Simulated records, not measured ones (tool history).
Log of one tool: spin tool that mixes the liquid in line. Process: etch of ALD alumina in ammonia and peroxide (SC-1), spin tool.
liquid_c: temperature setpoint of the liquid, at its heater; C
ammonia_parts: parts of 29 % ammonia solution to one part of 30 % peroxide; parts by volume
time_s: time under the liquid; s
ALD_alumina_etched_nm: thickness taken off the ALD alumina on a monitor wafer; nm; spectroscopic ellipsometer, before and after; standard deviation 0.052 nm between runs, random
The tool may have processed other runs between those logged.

Run 1, day 0.000: liquid_c 50.0 C, ammonia_parts 0.40 parts by volume, time_s 320 s. Result: ALD_alumina_etched_nm 13.282 nm.
Run 2, day 0.250: liquid_c 50.0 C, ammonia_parts 0.40 parts by volume, time_s 320 s. Result: ALD_alumina_etched_nm 13.264 nm.
Run 3, day 0.458: liquid_c 50.0 C, ammonia_parts 0.40 parts by volume, time_s 320 s. Result: ALD_alumina_etched_nm 13.410 nm.
Run 4, day 0.792: liquid_c 50.0 C, ammonia_parts 0.45 parts by volume, time_s 320 s. Result: ALD_alumina_etched_nm 13.478 nm.
Run 5, day 0.892: liquid_c 48.5 C, ammonia_parts 0.45 parts by volume, time_s 320 s. Result: ALD_alumina_etched_nm 12.372 nm.
Run 6, day 1.062: liquid_c 47.5 C, ammonia_parts 0.45 parts by volume, time_s 320 s. Result: ALD_alumina_etched_nm 11.758 nm.
Run 7, day 1.250: liquid_c 46.5 C, ammonia_parts 0.45 parts by volume, time_s 320 s. Result: ALD_alumina_etched_nm 10.915 nm.

Forecast run 8:
Run 8, day 1.575: liquid_c 45.5 C, ammonia_parts 0.45 parts by volume, time_s 320 s. Result: ALD_alumina_etched_nm ?.

{"run 8": {"ALD_alumina_etched_nm": 10.438}}
